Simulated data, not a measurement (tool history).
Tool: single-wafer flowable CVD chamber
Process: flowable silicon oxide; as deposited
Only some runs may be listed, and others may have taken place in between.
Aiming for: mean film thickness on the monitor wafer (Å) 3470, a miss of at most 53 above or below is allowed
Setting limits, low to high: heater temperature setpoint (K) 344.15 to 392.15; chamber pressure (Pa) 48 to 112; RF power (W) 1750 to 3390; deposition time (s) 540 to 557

run  hour  heater temperature setpoint (K)  chamber pressure (Pa)  RF power (W)  deposition time (s)  mean film thickness on the monitor wafer (Å)
  1     0                           368.15                     80          2570                  540                                        2824.1
  2   5.3                           368.15                   65.7          2570                  540                                        2348.6
  3   9.8                           364.15                   65.7          2570                  540                                        2734.9
  4  10.6                           364.15                   65.7          2570                  540                                        2717.6
  5  19.3                           362.15                   65.7          2570                  540                                        2919.9
  6  25.8                           360.15                   65.7          2570                  540                                        3124.7
  7  34.2                           359.15                   65.7          2570                  540                                        3270.8
  8  41.1                           359.15                   65.7          2570                  540                                          3238

Of the 4 settings listed for the next run, only one would bring every result within its allowed miss of target. Which one?
  A    48                           355.15                   57.9          2535                  544                                             ?
  B    48                           356.15                   58.1          2615                  557                                             ?
  C    48                           356.15                   62.3          2550                  551                                             ?
  D    48                           362.15                   74.4          2385                  546                                             ?

move  mean film thickness on the monitor wafer (Å)
   A                                        3352.5
   B                                        3343.1
   C                                        3504.9
   D                                        3299.9
A: nearer the targets than the last run, but a result is still out of spec
B: nearer the targets than the last run, but a result is still out of spec
C: meets every target
D: nearer the targets than the last run, but a result is still out of spec
Move C is the one to make.
